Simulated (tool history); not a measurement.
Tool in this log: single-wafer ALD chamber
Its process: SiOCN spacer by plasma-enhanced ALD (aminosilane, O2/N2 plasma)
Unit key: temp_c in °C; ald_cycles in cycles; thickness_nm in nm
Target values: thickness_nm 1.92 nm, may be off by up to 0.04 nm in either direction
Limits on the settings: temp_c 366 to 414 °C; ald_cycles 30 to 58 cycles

run	hour	temp_c	ald_cycles	thickness_nm
1	0	390	44	2.6348
2	1.9	382	44	2.6446
3	9.4	378	44	2.6354
4	16.7	378	40	2.3989
5	23.7	374	40	2.4013
6	25.6	374	42	2.5162
7	30.6	374	35	2.1023
8	37.6	374	34	2.0362
9	45	374	33	1.9799

Which one of the following 4 next-run settings gets every result inside its allowed miss? There is exactly one.
A	52.4	389	35	?
B	52.4	378	32	?
C	52.4	366	34	?
D	52.4	376	34	?

move	thickness_nm
A	2.0978
B	1.918
C	2.0379
D	2.0379
A: moves away from the targets compared with the last run
B: hits every target within its allowed miss
C: moves away from the targets compared with the last run
D: moves away from the targets compared with the last run
B is the move that brings every result within its allowed miss.

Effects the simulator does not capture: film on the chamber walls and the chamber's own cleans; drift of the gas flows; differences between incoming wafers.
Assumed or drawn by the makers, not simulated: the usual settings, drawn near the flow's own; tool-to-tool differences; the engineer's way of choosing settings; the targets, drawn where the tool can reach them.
